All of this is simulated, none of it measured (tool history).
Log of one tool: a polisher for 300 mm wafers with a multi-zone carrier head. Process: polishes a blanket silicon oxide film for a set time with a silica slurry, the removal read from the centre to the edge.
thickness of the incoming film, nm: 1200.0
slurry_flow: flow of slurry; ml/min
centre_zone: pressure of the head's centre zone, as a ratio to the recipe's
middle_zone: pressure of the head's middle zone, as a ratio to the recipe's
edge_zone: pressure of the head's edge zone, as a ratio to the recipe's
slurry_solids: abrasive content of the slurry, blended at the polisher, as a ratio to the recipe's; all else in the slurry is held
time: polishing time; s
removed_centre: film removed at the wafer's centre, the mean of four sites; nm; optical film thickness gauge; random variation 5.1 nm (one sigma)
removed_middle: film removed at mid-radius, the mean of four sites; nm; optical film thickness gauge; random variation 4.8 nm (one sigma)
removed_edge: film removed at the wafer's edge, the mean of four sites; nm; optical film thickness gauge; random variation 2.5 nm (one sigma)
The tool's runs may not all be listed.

run 1 hour=0.0 | slurry_flow=305 centre_zone=1.00 middle_zone=1.00 edge_zone=1.00 slurry_solids=1.00 time=74 | removed_centre=262.34 removed_middle=249.36 removed_edge=248.47
run 2 hour=7.2 | slurry_flow=305 centre_zone=1.00 middle_zone=0.96 edge_zone=1.00 slurry_solids=1.00 time=74 | removed_centre=255.53 removed_middle=237.82 removed_edge=248.16
run 3 hour=13.6 | slurry_flow=305 centre_zone=1.00 middle_zone=0.97 edge_zone=1.03 slurry_solids=1.10 time=76 | removed_centre=272.95 removed_middle=250.86 removed_edge=272.70
run 4 hour=17.1 | slurry_flow=310 centre_zone=1.01 middle_zone=1.00 edge_zone=1.05 slurry_solids=1.15 time=78 | removed_centre=291.70 removed_middle=269.79 removed_edge=286.35
run 5 hour=17.9 | slurry_flow=310 centre_zone=1.01 middle_zone=1.07 edge_zone=1.05 slurry_solids=1.15 time=78 | removed_centre=283.42 removed_middle=292.73 removed_edge=288.60
run 6 hour=21.5 | slurry_flow=310 centre_zone=1.01 middle_zone=1.11 edge_zone=1.05 slurry_solids=1.15 time=78 | removed_centre=297.42 removed_middle=300.94 removed_edge=285.84
run 7 hour=30.1 | slurry_flow=315 centre_zone=1.02 middle_zone=1.11 edge_zone=1.07 slurry_solids=1.20 time=80 | removed_centre=312.23 removed_middle=313.43 removed_edge=300.73

The next listed run, before its measurement:
run 8 hour=36.3 | slurry_flow=320 centre_zone=1.02 middle_zone=1.04 edge_zone=1.17 slurry_solids=1.45 time=91 | removed_centre=? removed_middle=? removed_edge=?

{"run 8": {"removed_centre": 377.12, "removed_middle": 364.87, "removed_edge": 393.03}}
